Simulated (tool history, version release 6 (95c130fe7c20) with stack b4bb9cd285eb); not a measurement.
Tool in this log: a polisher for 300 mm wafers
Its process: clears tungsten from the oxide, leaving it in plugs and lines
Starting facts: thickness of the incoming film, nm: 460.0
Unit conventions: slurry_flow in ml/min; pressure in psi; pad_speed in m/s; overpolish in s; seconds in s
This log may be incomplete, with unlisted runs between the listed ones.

run	hour	slurry_flow	pressure	pad_speed	slurry_solids	overpolish	seconds
1	0.0	315	3.7	1.06	1.0	24	89.730
2	7.8	315	3.7	1.06	0.8	24	94.517
3	14.1	315	3.7	1.06	0.8	26	93.256
4	21.4	315	3.3	1.04	0.8	26	106.900
5	23.7	265	3.3	1.04	0.8	26	109.330
6	24.9	265	3.0	1.04	0.8	26	116.940
7	30.0	265	2.8	1.04	0.8	26	125.200
8	32.8	265	2.7	1.04	0.8	26	127.430

What does the tool deliver on the next run?
9	41.3	265	2.6	1.04	0.8	26	?

seconds: 126.900 s
